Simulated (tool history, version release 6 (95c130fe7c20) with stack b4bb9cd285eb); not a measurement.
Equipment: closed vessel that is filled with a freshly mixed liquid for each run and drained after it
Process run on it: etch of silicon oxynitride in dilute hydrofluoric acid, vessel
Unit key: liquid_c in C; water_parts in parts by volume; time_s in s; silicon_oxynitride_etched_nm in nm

| run | hour | liquid_c | water_parts | time_s | silicon_oxynitride_etched_nm |
|---|---|---|---|---|---|
| 1 | 0.0 | 26.0 | 125 | 505 | 21.928 |
| 2 | 2.7 | 23.5 | 125 | 505 | 19.550 |
| 3 | 5.7 | 25.0 | 125 | 505 | 20.826 |
| 4 | 9.3 | 23.0 | 125 | 505 | 18.955 |
| 5 | 11.4 | 23.0 | 160 | 505 | 14.539 |
| 6 | 18.3 | 23.0 | 140 | 505 | 16.849 |
| 7 | 27.4 | 23.0 | 140 | 505 | 16.852 |
|  | 36.8 | hydrofluoric acid flow meter replaced |
| 8 | 36.8 | 23.0 | 140 | 505 | 15.820 |

Estimate the outcome of run 9 from the log above:
| 9 | 44.8 | 22.5 | 140 | 505 | ? |

Run 9 measured silicon_oxynitride_etched_nm 15.469 nm.
